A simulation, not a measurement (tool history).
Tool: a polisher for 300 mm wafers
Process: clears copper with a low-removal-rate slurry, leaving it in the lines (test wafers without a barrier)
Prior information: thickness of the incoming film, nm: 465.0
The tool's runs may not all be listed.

run	day	flow of slurry (ml/min)	pressure of the wafer on the pad (kPa)	speed of the pad under the wafer (m/s)	abrasive content of the slurry	overpolish time after the end point (s)	time until the end point was called (s)	dishing of a wide line in a test structure (Å)
1	0.000	200	25.5	0.88	1.00	25	114.61	365.11
2	0.238	200	22.1	0.84	1.00	23	133.90	314.13
3	0.617	200	22.1	0.84	1.15	23	126.45	343.48
4	0.717	200	19.3	0.78	1.15	22	149.48	291.37
5	1.029	200	19.3	0.62	1.15	22	190.67	247.72
6	1.100	215	19.3	0.62	1.15	22	193.78	260.79
7	1.192	215	19.3	0.62	1.15	22	193.34	256.30
8	1.338	215	17.9	0.62	1.15	22	200.61	251.37

The next listed run, before its measurement:
9	1.550	215	16.5	0.62	1.15	21	?	?

For run 9 the tool returned time until the end point was called (s) 205.59, dishing of a wide line in a test structure (Å) 233.46.

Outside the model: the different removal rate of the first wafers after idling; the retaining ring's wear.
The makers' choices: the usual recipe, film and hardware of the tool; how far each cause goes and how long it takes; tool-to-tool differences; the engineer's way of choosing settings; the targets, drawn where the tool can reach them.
